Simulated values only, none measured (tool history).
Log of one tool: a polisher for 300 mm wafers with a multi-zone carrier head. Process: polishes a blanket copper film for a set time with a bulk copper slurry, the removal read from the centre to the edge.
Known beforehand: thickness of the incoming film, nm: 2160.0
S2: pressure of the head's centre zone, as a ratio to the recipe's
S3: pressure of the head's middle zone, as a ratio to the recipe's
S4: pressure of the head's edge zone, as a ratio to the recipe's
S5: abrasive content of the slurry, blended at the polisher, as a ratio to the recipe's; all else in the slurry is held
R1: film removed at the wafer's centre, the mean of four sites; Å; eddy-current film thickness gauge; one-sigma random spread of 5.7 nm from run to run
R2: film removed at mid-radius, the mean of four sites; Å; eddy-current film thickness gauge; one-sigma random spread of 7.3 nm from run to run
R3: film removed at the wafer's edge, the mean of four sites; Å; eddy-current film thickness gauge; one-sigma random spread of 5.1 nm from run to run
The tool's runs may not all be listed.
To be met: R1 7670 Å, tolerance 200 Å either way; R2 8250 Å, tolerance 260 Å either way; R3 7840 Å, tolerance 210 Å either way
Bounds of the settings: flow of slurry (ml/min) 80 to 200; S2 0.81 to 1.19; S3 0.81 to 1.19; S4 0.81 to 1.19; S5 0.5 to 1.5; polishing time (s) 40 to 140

run 1 hour=0 | flow_of_slurry_(ml/min)=130 S2=1 S3=1 S4=1 S5=1 polishing_time_(s)=90 | R1=5305.4 R2=5353.6 R3=5398.1
run 2 hour=1.8 | flow_of_slurry_(ml/min)=130 S2=1 S3=1 S4=1 S5=1 polishing_time_(s)=82 | R1=4825.5 R2=4959.8 R3=4875.3
run 3 hour=5.9 | flow_of_slurry_(ml/min)=130 S2=1 S3=1 S4=1 S5=0.9 polishing_time_(s)=82 | R1=4788.4 R2=4899.1 R3=4746.9
run 4 hour=7.6 | flow_of_slurry_(ml/min)=150 S2=1.02 S3=1.06 S4=1.03 S5=1.1 polishing_time_(s)=88 | R1=5607.6 R2=5810.5 R3=5536.5
run 5 hour=14.6 | flow_of_slurry_(ml/min)=150 S2=1.02 S3=1.06 S4=1.03 S5=0.95 polishing_time_(s)=88 | R1=5499.6 R2=5647.5 R3=5400.3
run 6 hour=23.6 | flow_of_slurry_(ml/min)=160 S2=1.03 S3=1.1 S4=1.07 S5=1.15 polishing_time_(s)=93 | R1=6065 R2=6301 R3=5992.7
run 7 hour=29.3 | flow_of_slurry_(ml/min)=165 S2=1.03 S3=1.12 S4=1.09 S5=1.25 polishing_time_(s)=98 | R1=6625.4 R2=7037 R3=6634.3
run 8 hour=37.6 | flow_of_slurry_(ml/min)=170 S2=1.03 S3=1.13 S4=1.11 S5=1.35 polishing_time_(s)=100 | R1=6773.6 R2=7363.8 R3=6930
run 9 hour=42.7 | flow_of_slurry_(ml/min)=175 S2=1.04 S3=1.14 S4=1.13 S5=1.4 polishing_time_(s)=102 | R1=7098 R2=7542.5 R3=7095.4
run 10 hour=45.4 | flow_of_slurry_(ml/min)=175 S2=1.04 S3=1.14 S4=1.13 S5=1.4 polishing_time_(s)=102 | R1=7220.8 R2=7554.4 R3=7204.2

Exactly one of the 4 candidate moves below puts every result within its allowed miss. Which one?
run A hour=48.1 | flow_of_slurry_(ml/min)=170 S2=1.15 S3=1.05 S4=1.17 S5=1.45 polishing_time_(s)=103 | R1=? R2=? R3=?
run B hour=48.1 | flow_of_slurry_(ml/min)=170 S2=1.09 S3=1.15 S4=1.12 S5=1.4 polishing_time_(s)=96 | R1=? R2=? R3=?
run C hour=48.1 | flow_of_slurry_(ml/min)=185 S2=0.98 S3=1.08 S4=1.07 S5=1.3 polishing_time_(s)=116 | R1=? R2=? R3=?
run D hour=48.1 | flow_of_slurry_(ml/min)=110 S2=0.81 S3=1.19 S4=0.98 S5=1.4 polishing_time_(s)=130 | R1=? R2=? R3=?

move=A R1=7692.8 R2=7260.3 R3=7404.8
move=B R1=6842.7 R2=7114.3 R3=6693
move=C R1=7654.5 R2=8261.2 R3=7872.7
move=D R1=6697.2 R2=8923.9 R3=7902.1
A: the biggest miss grows against the last run
B: the biggest miss grows against the last run
C: hits every target within its allowed miss
D: gets the furthest-off result to its target, but another result is out of tolerance
The move that meets every target is C.

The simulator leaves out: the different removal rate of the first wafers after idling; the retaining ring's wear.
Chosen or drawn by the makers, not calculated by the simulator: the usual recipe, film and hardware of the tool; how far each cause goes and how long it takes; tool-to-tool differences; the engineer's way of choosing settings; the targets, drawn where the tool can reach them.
